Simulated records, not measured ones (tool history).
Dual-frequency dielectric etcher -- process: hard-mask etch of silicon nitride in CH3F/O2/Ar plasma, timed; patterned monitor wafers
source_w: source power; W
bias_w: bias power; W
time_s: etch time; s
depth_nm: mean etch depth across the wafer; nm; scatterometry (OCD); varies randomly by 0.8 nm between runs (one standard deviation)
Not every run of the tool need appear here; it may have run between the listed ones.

run 1 hour=0.0 | source_w=370 bias_w=81 time_s=146 | depth_nm=108.14
run 2 hour=1.3 | source_w=430 bias_w=81 time_s=146 | depth_nm=112.88
run 3 hour=10.1 | source_w=440 bias_w=82 time_s=146 | depth_nm=113.25
run 4 hour=13.8 | source_w=440 bias_w=82 time_s=134 | depth_nm=104.66
run 5 hour=18.1 | source_w=440 bias_w=86 time_s=135 | depth_nm=106.26
run 6 hour=26.6 | source_w=490 bias_w=86 time_s=135 | depth_nm=109.14
run 7 hour=32.1 | source_w=490 bias_w=89 time_s=137 | depth_nm=112.84

Forecast run 8:
run 8 hour=34.2 | source_w=490 bias_w=91 time_s=138 | depth_nm=?

depth_nm: 113.06 nm
